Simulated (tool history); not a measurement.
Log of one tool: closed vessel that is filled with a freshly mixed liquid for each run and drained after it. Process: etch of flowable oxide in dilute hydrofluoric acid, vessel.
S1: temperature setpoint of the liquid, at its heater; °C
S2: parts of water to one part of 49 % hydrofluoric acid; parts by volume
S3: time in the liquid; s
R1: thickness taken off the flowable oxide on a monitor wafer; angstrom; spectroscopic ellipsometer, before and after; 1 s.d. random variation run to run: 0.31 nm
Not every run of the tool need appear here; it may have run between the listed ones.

run  hour    S1   S2  S3      R1
  1   0.0  24.0  190  95  179.11
  2   2.9  24.0  160  95  219.64
  3   6.1  25.5  160  95  235.02
  4  10.9  27.0  160  95  248.36
  5  19.6  23.5  160  95  215.82
  6  25.6  23.5  225  95  143.54
  7  29.7  25.0  195  95  181.27
  8  37.8  26.0  170  95  222.89
  9  39.6  27.0  150  95  268.15
 10  45.5  28.0  135  95  312.07
 11  50.3  28.5  125  95  349.13
 12  55.7  29.0  120  95  372.97
     62.2  -- thermometer replaced
 13  62.2  29.5  115  95  437.10
 14  71.1  30.0  115  95  445.67
 15  79.8  30.5  115  95  448.71

Forecast run 16:
 16  86.4  31.0  115  95   ?

{"run 16": {"R1": 456.3}}
